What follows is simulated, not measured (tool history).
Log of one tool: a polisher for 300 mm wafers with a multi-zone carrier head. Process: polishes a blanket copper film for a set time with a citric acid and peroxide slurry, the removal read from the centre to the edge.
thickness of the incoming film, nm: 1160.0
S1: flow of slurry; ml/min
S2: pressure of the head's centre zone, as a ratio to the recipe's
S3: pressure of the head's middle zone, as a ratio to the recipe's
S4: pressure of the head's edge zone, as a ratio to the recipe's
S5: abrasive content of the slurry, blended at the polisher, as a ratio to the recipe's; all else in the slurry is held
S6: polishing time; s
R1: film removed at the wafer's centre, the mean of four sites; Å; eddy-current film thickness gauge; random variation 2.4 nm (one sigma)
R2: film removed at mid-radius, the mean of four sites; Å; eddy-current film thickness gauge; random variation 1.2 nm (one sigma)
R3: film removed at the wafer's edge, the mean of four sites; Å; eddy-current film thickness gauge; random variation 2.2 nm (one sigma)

run	hour	S1	S2	S3	S4	S5	S6	R1	R2	R3
1	0	190	1	1	1	1	82	1307.1	1325	1325
2	0.7	210	1	1	1	1	82	1321.6	1325.3	1360.8
3	8.3	230	1.03	1.01	1.05	1.15	85	1464	1434.1	1448.6
4	13.4	240	1.02	0.98	1.08	1.25	91	1587.8	1525	1625.7
# hour 20.6: slurry nozzle cleaned
5	20.6	245	1.02	0.97	1.1	1.3	94	1685.6	1627.3	1703
6	22.5	245	1.02	0.94	1.12	1.35	96	1759.5	1634.8	1809.5
7	23.9	245	1.02	0.94	1.13	1.4	97	1797.7	1655.2	1859.5
8	25.9	250	1.02	0.94	1.14	1.45	98	1804.4	1697.5	1862.3

Run 9 comes next. What will it give?
9	31	250	1.02	0.93	1.15	1.45	99	?	?	?

R1: 1847.2 Å
R2: 1710.5 Å
R3: 1880.4 Å
